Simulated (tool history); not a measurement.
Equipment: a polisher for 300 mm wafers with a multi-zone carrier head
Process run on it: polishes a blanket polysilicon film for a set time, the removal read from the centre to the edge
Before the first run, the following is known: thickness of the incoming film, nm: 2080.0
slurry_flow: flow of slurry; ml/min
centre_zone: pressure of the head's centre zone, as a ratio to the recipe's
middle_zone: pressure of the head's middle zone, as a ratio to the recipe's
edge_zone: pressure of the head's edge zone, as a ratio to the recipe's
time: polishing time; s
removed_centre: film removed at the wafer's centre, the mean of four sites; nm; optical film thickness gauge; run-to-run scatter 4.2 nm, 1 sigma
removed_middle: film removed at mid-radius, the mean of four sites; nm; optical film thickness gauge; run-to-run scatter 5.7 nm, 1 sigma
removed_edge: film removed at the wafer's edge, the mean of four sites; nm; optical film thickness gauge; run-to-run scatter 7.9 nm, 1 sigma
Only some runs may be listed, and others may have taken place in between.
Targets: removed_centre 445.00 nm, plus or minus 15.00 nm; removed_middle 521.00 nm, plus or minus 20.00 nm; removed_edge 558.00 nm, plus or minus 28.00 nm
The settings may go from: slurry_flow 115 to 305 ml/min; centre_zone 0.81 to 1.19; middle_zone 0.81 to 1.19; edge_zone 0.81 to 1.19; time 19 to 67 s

{"run": 1, "day": 0.0, "slurry_flow": 195, "centre_zone": 1.0, "middle_zone": 1.0, "edge_zone": 1.0, "time": 43, "removed_centre": 406.18, "removed_middle": 421.33, "removed_edge": 406.78}
{"run": 2, "day": 0.338, "slurry_flow": 195, "centre_zone": 1.07, "middle_zone": 1.0, "edge_zone": 1.0, "time": 43, "removed_centre": 434.53, "removed_middle": 423.57, "removed_edge": 410.08}
{"run": 3, "day": 0.517, "slurry_flow": 195, "centre_zone": 1.04, "middle_zone": 1.0, "edge_zone": 1.03, "time": 44, "removed_centre": 434.18, "removed_middle": 423.73, "removed_edge": 424.69}
{"run": 4, "day": 0.771, "slurry_flow": 195, "centre_zone": 1.04, "middle_zone": 1.0, "edge_zone": 1.07, "time": 44, "removed_centre": 428.41, "removed_middle": 426.91, "removed_edge": 421.03}
{"run": 5, "day": 0.862, "slurry_flow": 195, "centre_zone": 1.11, "middle_zone": 1.0, "edge_zone": 1.07, "time": 44, "removed_centre": 464.96, "removed_middle": 427.09, "removed_edge": 423.05}
{"run": 6, "day": 1.217, "slurry_flow": 195, "centre_zone": 1.07, "middle_zone": 1.0, "edge_zone": 1.07, "time": 44, "removed_centre": 444.52, "removed_middle": 434.61, "removed_edge": 438.17}
{"run": 7, "day": 1.342, "slurry_flow": 195, "centre_zone": 1.07, "middle_zone": 1.0, "edge_zone": 1.07, "time": 44, "removed_centre": 443.76, "removed_middle": 417.77, "removed_edge": 425.47}
{"run": 8, "day": 1.371, "slurry_flow": 195, "centre_zone": 1.04, "middle_zone": 1.01, "edge_zone": 1.08, "time": 45, "removed_centre": 438.92, "removed_middle": 440.01, "removed_edge": 443.94}
{"run": 9, "day": 1.471, "slurry_flow": 195, "centre_zone": 1.02, "middle_zone": 1.01, "edge_zone": 1.1, "time": 46, "removed_centre": 434.63, "removed_middle": 457.26, "removed_edge": 459.27}
{"run": 10, "day": 1.646, "slurry_flow": 200, "centre_zone": 1.01, "middle_zone": 1.01, "edge_zone": 1.11, "time": 47, "removed_centre": 448.95, "removed_middle": 457.01, "removed_edge": 474.09}
{"run": 11, "day": 1.862, "slurry_flow": 200, "centre_zone": 0.99, "middle_zone": 1.02, "edge_zone": 1.12, "time": 48, "removed_centre": 455.35, "removed_middle": 480.55, "removed_edge": 480.09}
{"run": 12, "day": 2.033, "slurry_flow": 195, "centre_zone": 0.97, "middle_zone": 1.01, "edge_zone": 1.13, "time": 49, "removed_centre": 452.9, "removed_middle": 480.01, "removed_edge": 476.6}

Exercise: of the 5 proposed moves below, exactly one satisfies all targets within the stated allowed misses. Which move is it?
{"run": "A", "day": 2.204, "slurry_flow": 305, "centre_zone": 0.98, "middle_zone": 0.84, "edge_zone": 1.19, "time": 47, "removed_centre": "?", "removed_middle": "?", "removed_edge": "?"}
{"run": "B", "day": 2.204, "slurry_flow": 260, "centre_zone": 0.95, "middle_zone": 1.01, "edge_zone": 1.06, "time": 48, "removed_centre": "?", "removed_middle": "?", "removed_edge": "?"}
{"run": "C", "day": 2.204, "slurry_flow": 275, "centre_zone": 0.86, "middle_zone": 0.99, "edge_zone": 1.19, "time": 52, "removed_centre": "?", "removed_middle": "?", "removed_edge": "?"}
{"run": "D", "day": 2.204, "slurry_flow": 265, "centre_zone": 0.85, "middle_zone": 1.09, "edge_zone": 1.19, "time": 48, "removed_centre": "?", "removed_middle": "?", "removed_edge": "?"}
{"run": "E", "day": 2.204, "slurry_flow": 175, "centre_zone": 0.96, "middle_zone": 1.09, "edge_zone": 1.13, "time": 50, "removed_centre": "?", "removed_middle": "?", "removed_edge": "?"}

move=A removed_centre=455.08 removed_middle=423.58 removed_edge=485.36
move=B removed_centre=442.49 removed_middle=493.92 removed_edge=465.62
move=C removed_centre=436.59 removed_middle=529.88 removed_edge=531.56
move=D removed_centre=396.72 removed_middle=527.56 removed_edge=488.48
move=E removed_centre=436.59 removed_middle=516.77 removed_edge=475.90
A: the biggest miss grows against the last run
B: the biggest miss grows against the last run
C: each result inside its tolerance
D: the biggest miss grows against the last run
E: roughly where the last run was
Go with C: it meets all targets.
